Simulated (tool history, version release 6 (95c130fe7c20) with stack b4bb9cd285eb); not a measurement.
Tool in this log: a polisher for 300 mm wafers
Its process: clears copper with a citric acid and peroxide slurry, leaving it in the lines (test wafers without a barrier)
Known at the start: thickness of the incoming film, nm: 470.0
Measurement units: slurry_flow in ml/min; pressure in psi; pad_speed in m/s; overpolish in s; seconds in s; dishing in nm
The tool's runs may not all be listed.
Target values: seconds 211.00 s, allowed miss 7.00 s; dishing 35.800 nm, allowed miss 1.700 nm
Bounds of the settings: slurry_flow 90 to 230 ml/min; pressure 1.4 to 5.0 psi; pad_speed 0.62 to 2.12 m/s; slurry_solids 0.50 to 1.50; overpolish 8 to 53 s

run,hour,slurry_flow,pressure,pad_speed,slurry_solids,overpolish,seconds,dishing
1,0.0,150,3.2,1.36,1.00,27,187.76,46.245
2,6.9,150,3.1,1.36,1.00,26,191.67,43.639
3,16.0,150,3.1,1.36,1.00,17,192.48,31.568
4,22.5,150,3.1,1.36,1.00,25,193.61,42.333
# hour 28.9: head pressure recalibrated
5,28.9,130,3.1,1.36,1.00,25,210.16,39.070
6,36.8,130,3.4,1.36,1.00,25,193.34,42.073
7,40.3,125,3.4,1.36,1.00,25,192.77,42.016
8,45.1,120,3.4,1.36,1.00,25,197.63,41.301
9,47.7,115,3.4,1.36,1.00,25,196.73,40.223
10,51.0,110,3.4,1.36,1.00,25,202.08,41.200
11,57.1,110,3.4,1.36,1.00,24,197.91,39.252

Consider the 4 candidate settings below. Which is the only one whose results all fall within their allowed miss of target?
A,63.2,95,3.1,1.68,1.00,17,?,?
B,63.2,110,3.4,1.24,1.10,18,?,?
C,63.2,135,3.1,1.36,0.95,22,?,?
D,63.2,150,3.0,1.46,1.10,18,?,?

move,seconds,dishing
A,192.31,31.200
B,211.35,30.441
C,210.56,35.521
D,195.22,32.205
A: takes the result that was furthest off past its target
B: takes the result that was furthest off past its target
C: all results land within tolerance of their targets
D: takes the result that was furthest off past its target
The move that meets every target is C.

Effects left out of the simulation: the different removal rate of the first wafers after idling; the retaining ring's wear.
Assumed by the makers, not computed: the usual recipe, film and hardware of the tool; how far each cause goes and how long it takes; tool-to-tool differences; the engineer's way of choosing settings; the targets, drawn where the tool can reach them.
